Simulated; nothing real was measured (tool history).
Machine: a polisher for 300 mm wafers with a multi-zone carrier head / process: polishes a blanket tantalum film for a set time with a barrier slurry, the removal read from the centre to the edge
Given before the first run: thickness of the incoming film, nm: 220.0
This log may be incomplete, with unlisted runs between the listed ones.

run	hour	flow of slurry (ml/min)	pressure of the head's centre zone	pressure of the head's middle zone	pressure of the head's edge zone	abrasive content of the slurry	polishing time (s)	film removed at the wafer's centre (angstrom)	film removed at mid-radius (angstrom)	film removed at the wafer's edge (angstrom)
1	0	175	1	1	1	1	33	607.99	599.98	625.55
2	3.2	175	1	1	1	0.9	33	579.17	576.87	584.61
3	10.3	165	0.98	0.96	0.97	0.85	33	556.57	529.1	549.82
4	13.5	165	0.98	1.04	0.97	0.85	33	549.63	560.39	559.37
5	20	155	0.96	1	0.96	0.85	33	534.79	534.84	556.74
6	27.9	155	0.96	1	0.96	0.75	33	494.85	504.91	513.03

For run 7, what comes out?
7	36	145	0.96	0.98	0.96	0.75	33	?	?	?

film removed at the wafer's centre (angstrom): 489.93
film removed at mid-radius (angstrom): 494.91
film removed at the wafer's edge (angstrom): 504.96
